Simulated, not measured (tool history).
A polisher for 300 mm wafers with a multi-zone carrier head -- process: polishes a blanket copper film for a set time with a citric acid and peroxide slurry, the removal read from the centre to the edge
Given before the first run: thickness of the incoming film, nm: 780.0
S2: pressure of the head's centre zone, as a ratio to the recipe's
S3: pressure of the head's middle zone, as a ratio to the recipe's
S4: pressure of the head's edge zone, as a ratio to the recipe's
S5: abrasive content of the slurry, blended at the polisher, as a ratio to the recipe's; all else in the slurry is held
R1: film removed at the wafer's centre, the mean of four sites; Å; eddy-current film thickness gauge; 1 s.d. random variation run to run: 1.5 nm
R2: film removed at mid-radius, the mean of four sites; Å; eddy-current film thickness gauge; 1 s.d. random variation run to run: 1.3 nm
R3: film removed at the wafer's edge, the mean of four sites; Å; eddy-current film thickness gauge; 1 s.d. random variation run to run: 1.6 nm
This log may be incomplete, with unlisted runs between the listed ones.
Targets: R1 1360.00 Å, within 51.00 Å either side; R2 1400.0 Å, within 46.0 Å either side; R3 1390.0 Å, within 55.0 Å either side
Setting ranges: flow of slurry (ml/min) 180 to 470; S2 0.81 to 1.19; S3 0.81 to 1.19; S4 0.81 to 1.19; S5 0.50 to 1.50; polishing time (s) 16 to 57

run 1 hour=0.0 | flow_of_slurry_(ml/min)=300 S2=1.00 S3=1.00 S4=1.00 S5=1.00 polishing_time_(s)=36 | R1=1010.30 R2=1041.2 R3=1043.2
run 2 hour=7.7 | flow_of_slurry_(ml/min)=300 S2=1.01 S3=1.01 S4=1.02 S5=1.05 polishing_time_(s)=37 | R1=1058.90 R2=1067.3 R3=1084.2
run 3 hour=15.6 | flow_of_slurry_(ml/min)=300 S2=0.93 S3=1.01 S4=1.02 S5=1.05 polishing_time_(s)=37 | R1=983.36 R2=1093.0 R3=1079.5
run 4 hour=24.1 | flow_of_slurry_(ml/min)=300 S2=0.87 S3=1.01 S4=1.02 S5=1.05 polishing_time_(s)=37 | R1=930.49 R2=1086.7 R3=1054.1
run 5 hour=26.4 | flow_of_slurry_(ml/min)=300 S2=0.87 S3=1.09 S4=1.02 S5=1.05 polishing_time_(s)=37 | R1=926.09 R2=1150.4 R3=1084.5
run 6 hour=34.4 | flow_of_slurry_(ml/min)=300 S2=0.87 S3=1.09 S4=0.95 S5=1.05 polishing_time_(s)=37 | R1=922.16 R2=1162.1 R3=1039.1
run 7 hour=35.5 | flow_of_slurry_(ml/min)=305 S2=0.90 S3=1.10 S4=0.97 S5=1.10 polishing_time_(s)=37 | R1=957.35 R2=1190.0 R3=1078.2
run 8 hour=38.2 | flow_of_slurry_(ml/min)=310 S2=0.93 S3=1.11 S4=0.98 S5=1.15 polishing_time_(s)=37 | R1=1015.50 R2=1222.8 R3=1068.1
run 9 hour=44.6 | flow_of_slurry_(ml/min)=300 S2=0.94 S3=1.10 S4=1.00 S5=1.15 polishing_time_(s)=38 | R1=1039.40 R2=1243.1 R3=1082.0
run 10 hour=49.5 | flow_of_slurry_(ml/min)=315 S2=0.95 S3=1.09 S4=1.01 S5=1.15 polishing_time_(s)=39 | R1=1074.40 R2=1254.6 R3=1131.7

Exactly one of the 5 candidate moves below puts every result within its allowed miss. Which one?
run A hour=54.4 | flow_of_slurry_(ml/min)=335 S2=0.90 S3=1.11 S4=1.08 S5=1.05 polishing_time_(s)=46 | R1=? R2=? R3=?
run B hour=54.4 | flow_of_slurry_(ml/min)=355 S2=0.92 S3=1.02 S4=1.04 S5=1.00 polishing_time_(s)=47 | R1=? R2=? R3=?
run C hour=54.4 | flow_of_slurry_(ml/min)=280 S2=0.97 S3=0.98 S4=0.96 S5=1.20 polishing_time_(s)=48 | R1=? R2=? R3=?
run D hour=54.4 | flow_of_slurry_(ml/min)=325 S2=0.91 S3=0.89 S4=1.18 S5=0.70 polishing_time_(s)=54 | R1=? R2=? R3=?
run E hour=54.4 | flow_of_slurry_(ml/min)=265 S2=1.12 S3=1.00 S4=0.98 S5=1.15 polishing_time_(s)=44 | R1=? R2=? R3=?

move=A R1=1208.40 R2=1494.8 R3=1386.1
move=B R1=1249.20 R2=1410.0 R3=1379.1
move=C R1=1367.10 R2=1426.6 R3=1397.4
move=D R1=1275.60 R2=1299.1 R3=1524.5
move=E R1=1400.90 R2=1305.7 R3=1272.4
A: gains on the last run, yet a result remains outside its allowed miss
B: gains on the last run, yet a result remains outside its allowed miss
C: all results in spec
D: gains on the last run, yet a result remains outside its allowed miss
E: puts the biggest miss on target and leaves a different result outside tolerance
The move that meets every target is C.
